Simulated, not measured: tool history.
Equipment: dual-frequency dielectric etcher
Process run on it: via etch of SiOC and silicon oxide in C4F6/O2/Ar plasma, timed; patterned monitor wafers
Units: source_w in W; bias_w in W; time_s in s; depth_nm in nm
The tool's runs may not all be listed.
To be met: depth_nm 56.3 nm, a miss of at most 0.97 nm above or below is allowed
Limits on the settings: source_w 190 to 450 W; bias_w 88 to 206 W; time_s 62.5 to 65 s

{"run": 1, "hour": 0.0, "source_w": 320, "bias_w": 147, "time_s": 62.5, "depth_nm": 67.124}
{"run": 2, "hour": 2.2, "source_w": 280, "bias_w": 142, "time_s": 62.5, "depth_nm": 63.137}
{"run": 3, "hour": 5.5, "source_w": 250, "bias_w": 140, "time_s": 62.5, "depth_nm": 60.472}
{"run": 4, "hour": 14.0, "source_w": 250, "bias_w": 156, "time_s": 62.5, "depth_nm": 63.518}
{"run": 5, "hour": 19.6, "source_w": 230, "bias_w": 150, "time_s": 62.5, "depth_nm": 60.436}
{"run": 6, "hour": 28.5, "source_w": 230, "bias_w": 160, "time_s": 62.5, "depth_nm": 61.792}
{"run": 7, "hour": 32.8, "source_w": 220, "bias_w": 154, "time_s": 62.5, "depth_nm": 60.478}
{"run": 8, "hour": 36.2, "source_w": 210, "bias_w": 149, "time_s": 62.5, "depth_nm": 58.608}
{"run": 9, "hour": 42.3, "source_w": 200, "bias_w": 147, "time_s": 62.5, "depth_nm": 57.595}
{"run": 10, "hour": 49.8, "source_w": 200, "bias_w": 146, "time_s": 62.5, "depth_nm": 57.48}

5 next moves are on the table. One of them brings every result within its allowed miss. Which?
{"run": "A", "hour": 57.3, "source_w": 230, "bias_w": 133, "time_s": 64.5, "depth_nm": "?"}
{"run": "B", "hour": 57.3, "source_w": 190, "bias_w": 150, "time_s": 64.5, "depth_nm": "?"}
{"run": "C", "hour": 57.3, "source_w": 190, "bias_w": 151, "time_s": 65, "depth_nm": "?"}
{"run": "D", "hour": 57.3, "source_w": 190, "bias_w": 130, "time_s": 65, "depth_nm": "?"}
{"run": "E", "hour": 57.3, "source_w": 230, "bias_w": 133, "time_s": 64, "depth_nm": "?"}

move=A depth_nm=59.235
move=B depth_nm=58.641
move=C depth_nm=59.249
move=D depth_nm=55.893
move=E depth_nm=58.775
A: the biggest miss grows against the last run
B: the biggest miss grows against the last run
C: the biggest miss grows against the last run
D: every result lands within tolerance
E: the biggest miss grows against the last run
Answer: D

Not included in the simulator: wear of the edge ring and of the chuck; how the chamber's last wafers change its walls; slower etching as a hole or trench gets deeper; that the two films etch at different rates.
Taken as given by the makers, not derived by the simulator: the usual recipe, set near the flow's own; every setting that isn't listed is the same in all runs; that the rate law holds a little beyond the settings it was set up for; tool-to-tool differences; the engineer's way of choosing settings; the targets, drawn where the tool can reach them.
